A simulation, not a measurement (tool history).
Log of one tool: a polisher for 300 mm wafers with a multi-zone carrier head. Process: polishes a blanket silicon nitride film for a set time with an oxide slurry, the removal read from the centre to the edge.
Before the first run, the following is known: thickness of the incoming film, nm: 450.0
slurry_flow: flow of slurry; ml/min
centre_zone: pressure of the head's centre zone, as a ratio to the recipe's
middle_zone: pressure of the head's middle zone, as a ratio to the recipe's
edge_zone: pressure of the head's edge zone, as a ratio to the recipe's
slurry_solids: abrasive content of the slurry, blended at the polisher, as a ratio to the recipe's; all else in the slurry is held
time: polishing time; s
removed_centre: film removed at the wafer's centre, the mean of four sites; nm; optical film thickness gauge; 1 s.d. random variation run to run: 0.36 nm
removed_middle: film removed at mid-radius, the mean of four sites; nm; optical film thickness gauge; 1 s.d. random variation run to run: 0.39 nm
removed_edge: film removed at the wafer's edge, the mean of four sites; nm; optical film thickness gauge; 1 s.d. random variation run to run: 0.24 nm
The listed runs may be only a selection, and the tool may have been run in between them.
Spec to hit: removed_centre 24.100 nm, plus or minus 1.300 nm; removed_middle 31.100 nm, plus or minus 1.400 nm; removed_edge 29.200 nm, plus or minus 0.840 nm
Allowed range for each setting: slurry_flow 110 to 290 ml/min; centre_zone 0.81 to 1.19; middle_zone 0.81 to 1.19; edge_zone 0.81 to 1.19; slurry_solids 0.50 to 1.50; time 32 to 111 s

run,day,slurry_flow,centre_zone,middle_zone,edge_zone,slurry_solids,time,removed_centre,removed_middle,removed_edge
1,0.000,185,1.00,1.00,1.00,1.00,71,51.175,46.332,46.589
2,0.367,175,0.97,1.02,1.01,0.95,69,45.901,43.811,43.969
3,0.738,170,0.95,1.04,1.01,0.90,68,42.574,42.713,41.914
4,0.775,170,0.95,1.04,0.97,0.90,68,43.599,42.724,40.651
5,0.958,170,0.87,1.04,0.97,0.90,68,39.097,41.855,40.942
6,1.046,140,0.87,1.04,0.97,0.90,68,38.048,41.170,39.638
7,1.171,135,0.86,1.05,0.98,0.85,67,35.054,39.318,37.717
# day 1.483: centre zone pressure recalibrated
8,1.483,130,0.85,1.06,0.99,0.80,66,29.301,36.920,35.111
9,1.767,130,0.85,1.06,0.99,0.80,66,30.130,36.101,34.710
10,2.092,130,0.85,1.06,0.99,0.75,66,26.783,33.294,33.251
11,2.129,130,0.85,1.07,0.98,0.75,66,27.566,34.035,32.441
12,2.362,125,0.84,1.08,0.97,0.70,66,24.621,32.270,30.416

Of the 5 settings listed for the next run, only one would bring every result within its allowed miss of target. Which one?
A,2.596,135,0.81,0.94,1.01,0.65,75,?,?,?
B,2.596,150,0.81,1.03,0.99,0.80,57,?,?,?
C,2.596,165,0.88,0.97,0.95,0.65,70,?,?,?
D,2.596,135,0.82,1.05,0.92,0.85,54,?,?,?
E,2.596,135,0.81,1.04,0.99,0.75,61,?,?,?

move,removed_centre,removed_middle,removed_edge
A,25.316,30.306,32.537
B,24.701,31.847,31.212
C,26.665,30.006,30.354
D,24.513,31.796,29.945
E,24.323,31.686,30.951
A: lands further from the targets than the last run did
B: lands further from the targets than the last run did
C: lands further from the targets than the last run did
D: in spec on every target
E: lands further from the targets than the last run did
Correct choice: D, which meets every target
